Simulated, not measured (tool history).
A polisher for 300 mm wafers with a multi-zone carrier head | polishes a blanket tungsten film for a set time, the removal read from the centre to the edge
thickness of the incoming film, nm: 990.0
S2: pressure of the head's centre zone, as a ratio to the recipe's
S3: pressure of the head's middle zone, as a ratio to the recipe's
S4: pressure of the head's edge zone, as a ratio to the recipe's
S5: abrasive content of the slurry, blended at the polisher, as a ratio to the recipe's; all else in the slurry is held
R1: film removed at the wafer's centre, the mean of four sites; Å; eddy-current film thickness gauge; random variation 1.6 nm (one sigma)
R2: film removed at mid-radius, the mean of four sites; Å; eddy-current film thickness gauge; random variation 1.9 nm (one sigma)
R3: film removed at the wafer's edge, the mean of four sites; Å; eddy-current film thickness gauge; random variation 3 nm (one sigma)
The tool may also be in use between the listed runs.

Run 1, day 0: flow of slurry (ml/min) 210, S2 1, S3 1, S4 1, S5 1, polishing time (s) 68. Result: R1 2551.3 Å, R2 2614.5 Å, R3 2554.9 Å.
Run 2, day 0.188: flow of slurry (ml/min) 185, S2 1, S3 1, S4 1, S5 1, polishing time (s) 68. Result: R1 2499.6 Å, R2 2557.7 Å, R3 2487.1 Å.
Run 3, day 0.542: flow of slurry (ml/min) 185, S2 1.08, S3 1, S4 1, S5 1, polishing time (s) 68. Result: R1 2703.4 Å, R2 2587.1 Å, R3 2544.1 Å.
Run 4, day 0.767: flow of slurry (ml/min) 175, S2 1.01, S3 0.98, S4 1, S5 0.9, polishing time (s) 68. Result: R1 2494.7 Å, R2 2494.5 Å, R3 2441.6 Å.
Run 5, day 1.038: flow of slurry (ml/min) 170, S2 0.96, S3 0.96, S4 1.01, S5 0.85, polishing time (s) 67. Result: R1 2246.4 Å, R2 2351.1 Å, R3 2433.5 Å.
Run 6, day 1.308: flow of slurry (ml/min) 170, S2 0.96, S3 0.96, S4 0.96, S5 0.85, polishing time (s) 67. Result: R1 2265.2 Å, R2 2333.3 Å, R3 2356.8 Å.
Run 7, day 1.512: flow of slurry (ml/min) 165, S2 0.93, S3 0.95, S4 0.94, S5 0.8, polishing time (s) 67. Result: R1 2147.8 Å, R2 2260.5 Å, R3 2274.8 Å.

Run 8 comes next. What will it give?
Run 8, day 1.583: flow of slurry (ml/min) 160, S2 0.91, S3 0.94, S4 0.93, S5 0.8, polishing time (s) 67. Result: R1 ?, R2 ?, R3 ?.

Run 8 gave R1 2127.9 Å, R2 2257.3 Å, R3 2298.9 Å.
